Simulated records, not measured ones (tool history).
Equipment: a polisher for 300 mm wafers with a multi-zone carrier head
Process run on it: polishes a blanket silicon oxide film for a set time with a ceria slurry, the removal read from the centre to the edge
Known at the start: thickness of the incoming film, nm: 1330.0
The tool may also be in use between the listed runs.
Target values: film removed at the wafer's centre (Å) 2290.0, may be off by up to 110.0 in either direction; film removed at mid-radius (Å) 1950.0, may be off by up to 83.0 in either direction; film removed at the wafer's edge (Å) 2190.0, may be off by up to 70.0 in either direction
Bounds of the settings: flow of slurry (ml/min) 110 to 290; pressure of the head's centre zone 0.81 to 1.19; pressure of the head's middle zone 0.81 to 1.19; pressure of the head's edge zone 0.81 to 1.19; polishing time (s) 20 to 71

run,hour,flow of slurry (ml/min),pressure of the head's centre zone,pressure of the head's middle zone,pressure of the head's edge zone,polishing time (s),film removed at the wafer's centre (Å),film removed at mid-radius (Å),film removed at the wafer's edge (Å)
1,0.0,185,1.00,1.00,1.00,45,1517.1,1464.9,1546.3
2,3.7,185,1.00,1.00,0.95,45,1489.6,1471.2,1508.5
3,8.8,185,1.00,1.00,0.89,45,1539.0,1454.6,1452.5
4,12.9,190,1.02,1.00,0.93,47,1616.6,1527.8,1581.1
5,17.3,200,1.05,1.01,0.95,48,1627.8,1615.1,1608.3
6,21.2,195,1.06,0.99,0.94,50,1766.4,1633.0,1679.6
7,28.0,195,1.07,0.98,0.95,52,1816.9,1681.1,1756.4
8,29.2,195,1.08,0.97,0.95,54,1937.0,1726.2,1794.2
9,35.4,195,1.08,0.96,0.97,55,2022.4,1761.7,1865.1
10,42.6,200,1.08,0.96,0.99,56,2073.2,1847.5,1929.6
11,46.3,200,1.08,0.95,1.01,56,2001.9,1789.6,1944.9
12,51.5,200,1.09,0.95,1.02,57,2058.3,1817.9,1981.4
# hour 54.5: edge zone pressure recalibrated
13,54.5,205,1.09,0.94,1.03,58,2140.0,1827.2,1963.2

Exercise: of the 4 proposed moves below, exactly one satisfies all targets within the stated allowed misses. Which move is it?
A,57.5,250,0.98,1.06,1.05,60,?,?,?
B,57.5,205,1.04,1.09,1.06,59,?,?,?
C,57.5,180,1.00,0.83,0.95,69,?,?,?
D,57.5,110,0.98,0.96,0.99,67,?,?,?

move,film removed at the wafer's centre (Å),film removed at mid-radius (Å),film removed at the wafer's edge (Å)
A,2052.0,2177.9,2065.5
B,2083.8,2138.4,2002.1
C,2288.7,1953.8,2197.1
D,1952.2,1942.6,2027.5
A: nearer the targets than the last run, but a result is still out of spec
B: nearer the targets than the last run, but a result is still out of spec
C: all results in spec
D: nearer the targets than the last run, but a result is still out of spec
Correct choice: C, which meets every target
